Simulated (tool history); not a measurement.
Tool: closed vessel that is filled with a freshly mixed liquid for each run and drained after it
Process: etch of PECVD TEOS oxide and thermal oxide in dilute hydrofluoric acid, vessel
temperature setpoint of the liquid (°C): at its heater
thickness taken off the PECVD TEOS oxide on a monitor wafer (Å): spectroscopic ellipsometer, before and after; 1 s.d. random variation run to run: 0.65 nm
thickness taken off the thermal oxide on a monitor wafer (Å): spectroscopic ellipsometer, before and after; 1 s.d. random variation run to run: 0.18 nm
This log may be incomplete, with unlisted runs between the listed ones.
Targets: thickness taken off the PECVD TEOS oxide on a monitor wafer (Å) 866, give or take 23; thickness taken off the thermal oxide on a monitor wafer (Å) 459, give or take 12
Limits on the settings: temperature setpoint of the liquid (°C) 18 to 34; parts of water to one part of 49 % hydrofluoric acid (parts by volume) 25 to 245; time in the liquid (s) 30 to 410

run	hour	temperature setpoint of the liquid (°C)	parts of water to one part of 49 % hydrofluoric acid (parts by volume)	time in the liquid (s)	thickness taken off the PECVD TEOS oxide on a monitor wafer (Å)	thickness taken off the thermal oxide on a monitor wafer (Å)
1	0	26	135	210	155.87	83.393
2	2.8	27.5	110	230	229.93	121.47
3	10.3	29	90	245	327.66	172.95
4	15.2	29	110	245	260.21	138.83
5	20.5	30	90	255	347.21	185.83
6	28.4	26.5	90	255	305.53	164.43
# hour 34.1: hydrofluoric acid flow meter replaced
7	34.1	28	75	260	382.04	203.7
8	38.9	29	65	265	476.79	252.82
9	40.6	30	55	265	590.11	317.22
10	45.1	31	50	265	685.46	363.1
11	46.2	31	50	265	689.5	365.25
12	50.7	34	35	265	1126.3	599.19
13	54.7	33.5	35	265	1109	587.41
14	57	33	35	265	1076.1	574.16
15	63.1	32.5	35	265	1085.3	561.93
16	69.3	32	35	270	1058.9	559.83
17	77.8	31.5	35	270	1031.8	553.82
18	86.9	31	35	270	1004.9	544.24
19	94.4	30.5	35	270	1001.4	532.28
20	97.7	29.5	35	270	962.35	510.01

Of the 4 settings listed for the next run, only one would bring every result within its allowed miss of target. Which one?
A	101	27	55	410	?	?
B	101	31.5	35	225	?	?
C	101	28	25	195	?	?
D	101	31	35	245	?	?

move	thickness taken off the PECVD TEOS oxide on a monitor wafer (Å)	thickness taken off the thermal oxide on a monitor wafer (Å)
A	813.11	434.55
B	864.16	461.83
C	925.65	494.69
D	922.59	493.06
A: the result that was furthest off in the last run now lies on the other side of its target
B: meets every target
C: moves toward the targets from the last run without getting all of them in spec
D: moves toward the targets from the last run without getting all of them in spec
B meets every target.
